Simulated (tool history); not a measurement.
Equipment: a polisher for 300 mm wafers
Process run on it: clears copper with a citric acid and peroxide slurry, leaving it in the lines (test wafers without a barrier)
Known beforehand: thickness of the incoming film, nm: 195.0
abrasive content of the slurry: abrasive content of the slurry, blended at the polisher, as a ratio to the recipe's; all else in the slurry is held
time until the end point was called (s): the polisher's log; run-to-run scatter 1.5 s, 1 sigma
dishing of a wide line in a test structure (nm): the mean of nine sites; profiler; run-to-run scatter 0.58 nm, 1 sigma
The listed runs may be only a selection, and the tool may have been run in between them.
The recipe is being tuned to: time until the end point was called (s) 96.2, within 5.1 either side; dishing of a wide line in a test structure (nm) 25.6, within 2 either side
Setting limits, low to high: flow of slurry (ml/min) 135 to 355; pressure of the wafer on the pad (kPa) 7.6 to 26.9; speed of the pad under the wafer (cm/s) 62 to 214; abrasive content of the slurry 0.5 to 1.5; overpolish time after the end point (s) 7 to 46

run	hour	flow of slurry (ml/min)	pressure of the wafer on the pad (kPa)	speed of the pad under the wafer (cm/s)	abrasive content of the slurry	overpolish time after the end point (s)	time until the end point was called (s)	dishing of a wide line in a test structure (nm)
1	0	225	17.2	138	1	24	95.399	34.719
2	5.9	225	17.2	138	1	21	95.243	30.712
3	14.9	225	17.2	138	1	14	94.877	21.004
4	21.4	270	17.2	138	1	14	94.77	21.739
5	27	270	15.2	138	1	14	105.48	19.525
6	34.3	230	15.2	138	1	14	105.33	19.53
7	39.2	230	15.9	138	1	15	100.91	20.804
8	45.3	230	16.5	138	1	16	98.4	23.845

Which single option among these 4 for the next run brings every result within its allowed miss of target? Just one does.
A	51.4	290	22.1	108	1.1	13	?	?
B	51.4	235	18.6	132	0.85	17	?	?
C	51.4	280	16.5	120	0.95	23	?	?
D	51.4	240	17.2	122	1	16	?	?

move	time until the end point was called (s)	dishing of a wide line in a test structure (nm)
A	86.939	21.877
B	94.284	25.642
C	109.39	29.083
D	104.1	22.178
A: lands further from the targets than the last run did
B: every result lands within tolerance
C: the result that was furthest off in the last run now lies on the other side of its target
D: lands further from the targets than the last run did
Correct choice: B, which meets every target
